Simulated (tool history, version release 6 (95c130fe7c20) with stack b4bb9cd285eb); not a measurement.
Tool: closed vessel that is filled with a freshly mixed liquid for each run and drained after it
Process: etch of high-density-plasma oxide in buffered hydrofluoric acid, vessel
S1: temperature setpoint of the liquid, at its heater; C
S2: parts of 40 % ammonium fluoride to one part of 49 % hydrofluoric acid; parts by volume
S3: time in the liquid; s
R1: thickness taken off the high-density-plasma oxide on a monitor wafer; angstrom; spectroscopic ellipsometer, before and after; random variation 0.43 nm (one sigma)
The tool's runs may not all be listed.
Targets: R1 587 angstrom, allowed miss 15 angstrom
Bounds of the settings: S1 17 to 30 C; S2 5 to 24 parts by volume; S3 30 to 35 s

Run 1, hour 0: S1 22 C, S2 14.5 parts by volume, S3 35 s. Result: R1 398.83 angstrom.
Run 2, hour 1.9: S1 22 C, S2 12.5 parts by volume, S3 35 s. Result: R1 459.54 angstrom.
Run 3, hour 4.2: S1 22 C, S2 12.5 parts by volume, S3 30 s. Result: R1 397.93 angstrom.
Run 4, hour 6.5: S1 20.5 C, S2 12.5 parts by volume, S3 30 s. Result: R1 367.27 angstrom.
Run 5, hour 7.4: S1 22.5 C, S2 12.5 parts by volume, S3 30 s. Result: R1 407.19 angstrom.
Run 6, hour 9.6: S1 22.5 C, S2 12.5 parts by volume, S3 30 s. Result: R1 404.77 angstrom.
Run 7, hour 12.6: S1 24.5 C, S2 12 parts by volume, S3 30 s. Result: R1 474.31 angstrom.
Run 8, hour 18.3: S1 25.5 C, S2 12 parts by volume, S3 30 s. Result: R1 495.94 angstrom.
Run 9, hour 24.8: S1 26.5 C, S2 12 parts by volume, S3 30 s. Result: R1 517.83 angstrom.
Run 10, hour 27.6: S1 27 C, S2 12 parts by volume, S3 30 s. Result: R1 544.89 angstrom.

4 next moves are on the table. One of them brings every result within its allowed miss. Which?
Run A, hour 30.4: S1 22.5 C, S2 10.5 parts by volume, S3 35 s. Result: R1 ?.
Run B, hour 30.4: S1 28 C, S2 14.5 parts by volume, S3 35 s. Result: R1 ?.
Run C, hour 30.4: S1 28.5 C, S2 15 parts by volume, S3 35 s. Result: R1 ?.
Run D, hour 30.4: S1 26.5 C, S2 12.5 parts by volume, S3 35 s. Result: R1 ?.

move      R1
   A   567.4
   B     556
   C  552.19
   D  593.79
A: nearer than the last run, and not there yet
B: nearer than the last run, and not there yet
C: nearer than the last run, and not there yet
D: meets every target
The right move is D.
